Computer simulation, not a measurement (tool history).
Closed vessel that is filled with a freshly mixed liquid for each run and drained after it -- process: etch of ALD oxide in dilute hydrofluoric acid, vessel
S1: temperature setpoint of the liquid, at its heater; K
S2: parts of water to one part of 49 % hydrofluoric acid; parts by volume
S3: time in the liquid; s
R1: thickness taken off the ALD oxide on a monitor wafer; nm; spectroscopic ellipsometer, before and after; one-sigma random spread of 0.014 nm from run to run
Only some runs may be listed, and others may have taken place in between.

run 1 day=0.000 | S1=299.15 S2=290 S3=170 | R1=4.4052
run 2 day=0.171 | S1=296.65 S2=305 S3=170 | R1=3.7733
run 3 day=0.329 | S1=295.15 S2=315 S3=170 | R1=3.4062
run 4 day=0.433 | S1=294.15 S2=320 S3=170 | R1=3.2425
run 5 day=0.612 | S1=294.15 S2=320 S3=85 | R1=1.6227
run 6 day=0.888 | S1=294.15 S2=320 S3=85 | R1=1.6281
run 7 day=0.983 | S1=295.65 S2=320 S3=85 | R1=1.7146
run 8 day=1.129 | S1=299.15 S2=315 S3=85 | R1=1.9868
run 9 day=1.208 | S1=299.15 S2=305 S3=85 | R1=2.0550
run 10 day=1.446 | S1=299.15 S2=290 S3=85 | R1=2.2022
run 11 day=1.642 | S1=299.65 S2=275 S3=85 | R1=2.3756
run 12 day=1.812 | S1=300.65 S2=265 S3=85 | R1=2.6171

Predict the results of run 13:
run 13 day=2.133 | S1=300.65 S2=260 S3=85 | R1=?

R1: 2.6708 nm
